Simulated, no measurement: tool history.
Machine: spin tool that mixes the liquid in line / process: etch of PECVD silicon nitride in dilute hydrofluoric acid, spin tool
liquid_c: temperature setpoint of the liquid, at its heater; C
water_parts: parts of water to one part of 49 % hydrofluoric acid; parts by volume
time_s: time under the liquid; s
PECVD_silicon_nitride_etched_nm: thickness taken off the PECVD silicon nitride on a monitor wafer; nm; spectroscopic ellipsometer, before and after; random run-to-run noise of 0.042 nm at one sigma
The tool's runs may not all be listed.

run  hour  liquid_c  water_parts  time_s  PECVD_silicon_nitride_etched_nm
  1     0        23           90     260                           7.7785
  2   6.5      22.5           90     260                           7.6405
  3  14.9      22.5           90     280                           8.1322
  4  20.9      22.5           90     260                           7.5496
  5  27.3        22           90     260                           7.3545
  6  35.4        22           90     260                           7.3499

Estimate the outcome of run 7 from the log above:
  7  42.3      21.5           90     260                                ?

{"run 7": {"PECVD_silicon_nitride_etched_nm": 7.0206}}
